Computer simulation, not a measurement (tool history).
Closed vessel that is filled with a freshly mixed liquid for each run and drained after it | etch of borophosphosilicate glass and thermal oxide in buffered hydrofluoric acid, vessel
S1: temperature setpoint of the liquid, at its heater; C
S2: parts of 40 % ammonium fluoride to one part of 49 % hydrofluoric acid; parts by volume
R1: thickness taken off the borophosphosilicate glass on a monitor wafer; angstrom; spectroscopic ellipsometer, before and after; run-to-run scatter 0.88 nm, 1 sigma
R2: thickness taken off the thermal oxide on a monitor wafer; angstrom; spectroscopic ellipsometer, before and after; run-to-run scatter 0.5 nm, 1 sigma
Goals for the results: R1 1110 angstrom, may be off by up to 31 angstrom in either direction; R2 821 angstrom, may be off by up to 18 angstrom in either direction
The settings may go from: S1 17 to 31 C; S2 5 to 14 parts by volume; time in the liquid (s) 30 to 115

{"run": 1, "hour": 0.0, "S1": 23, "S2": 8.5, "time in the liquid (s)": 60, "R1": 962.66, "R2": 709.74}
{"run": 2, "hour": 2.2, "S1": 23.5, "S2": 8.5, "time in the liquid (s)": 60, "R1": 987.74, "R2": 731.36}
{"run": 3, "hour": 4.2, "S1": 23.5, "S2": 8.5, "time in the liquid (s)": 35, "R1": 573.21, "R2": 430.52}
{"run": 4, "hour": 11.0, "S1": 25.5, "S2": 8, "time in the liquid (s)": 35, "R1": 676.84, "R2": 498.65}
{"run": 5, "hour": 14.5, "S1": 25.5, "S2": 8, "time in the liquid (s)": 45, "R1": 874.71, "R2": 650.11}
{"run": 6, "hour": 22.0, "S1": 26.5, "S2": 8, "time in the liquid (s)": 45, "R1": 926.55, "R2": 695.46}
{"run": 7, "hour": 28.0, "S1": 27, "S2": 8, "time in the liquid (s)": 45, "R1": 953.11, "R2": 715.89}
{"run": 8, "hour": 32.4, "S1": 27.5, "S2": 8, "time in the liquid (s)": 45, "R1": 964.89, "R2": 721.29}
{"run": 9, "hour": 35.9, "S1": 30.5, "S2": 8, "time in the liquid (s)": 45, "R1": 1136.1, "R2": 851.87}

Of the 4 settings listed for the next run, only one would bring every result within its allowed miss of target. Which one?
{"run": "A", "hour": 39.4, "S1": 31, "S2": 8, "time in the liquid (s)": 45, "R1": "?", "R2": "?"}
{"run": "B", "hour": 39.4, "S1": 24, "S2": 6.5, "time in the liquid (s)": 50, "R1": "?", "R2": "?"}
{"run": "C", "hour": 39.4, "S1": 31, "S2": 13, "time in the liquid (s)": 70, "R1": "?", "R2": "?"}
{"run": "D", "hour": 39.4, "S1": 28.5, "S2": 8.5, "time in the liquid (s)": 55, "R1": "?", "R2": "?"}

move=A R1=1174 R2=859.87
move=B R1=1115 R2=810.77
move=C R1=1161.7 R2=853.57
move=D R1=1179.5 R2=863.2
A: the biggest miss grows against the last run
B: hits every target within its allowed miss
C: the biggest miss grows against the last run
D: the biggest miss grows against the last run
The right move is B.
